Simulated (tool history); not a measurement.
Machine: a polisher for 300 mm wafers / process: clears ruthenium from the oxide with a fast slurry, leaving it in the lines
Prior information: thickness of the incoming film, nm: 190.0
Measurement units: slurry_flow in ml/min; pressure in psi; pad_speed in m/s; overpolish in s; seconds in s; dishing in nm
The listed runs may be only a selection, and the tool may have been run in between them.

run,hour,slurry_flow,pressure,pad_speed,slurry_solids,overpolish,seconds,dishing
1,0,240,3.1,0.8,1,17,51.969,45.33
2,2.9,240,3,0.8,1,18,53.472,45.409
3,7.3,240,3,0.88,1,18,49.408,50.105
4,15.3,240,2.9,0.88,1,19,51.691,48.992
5,23.5,240,2.9,0.88,1.15,19,48.426,51.586
6,27.2,240,2.8,0.88,1.15,20,50.461,52.129
7,32.4,240,2.8,0.88,1.15,20,49.785,52.894
8,34.1,240,2.7,0.88,1.15,21,52.324,53.357
9,35.5,240,2.6,0.88,1.15,21,53.56,52.39

What does the tool deliver on the next run?
10,37.8,240,2.5,0.88,1.15,21,?,?

Logged for run 10: seconds 56.31 s, dishing 50.83 nm.
